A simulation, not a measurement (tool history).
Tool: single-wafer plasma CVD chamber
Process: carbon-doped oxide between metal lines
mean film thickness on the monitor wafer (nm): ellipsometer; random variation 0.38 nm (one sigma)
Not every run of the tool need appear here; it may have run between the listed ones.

| run | hour | heater temperature setpoint (°C) | chamber pressure (mTorr) | RF power (W) | deposition time (s) | mean film thickness on the monitor wafer (nm) |
|---|---|---|---|---|---|---|
| 1 | 0.0 | 365 | 5030 | 570 | 35.7 | 175.76 |
| 2 | 7.6 | 370 | 5030 | 570 | 35.7 | 173.92 |
| 3 | 12.6 | 376 | 5030 | 570 | 35.7 | 171.75 |
| 4 | 20.3 | 377 | 4800 | 565 | 35.7 | 169.96 |
| 5 | 26.4 | 378 | 4650 | 555 | 35.7 | 167.79 |
| 6 | 27.2 | 378 | 4970 | 555 | 35.7 | 168.68 |
| 7 | 29.4 | 379 | 4820 | 545 | 35.7 | 166.75 |

For run 8, what comes out?
| 8 | 38.4 | 380 | 4690 | 540 | 35.7 | ? |

mean film thickness on the monitor wafer (nm): 165.08
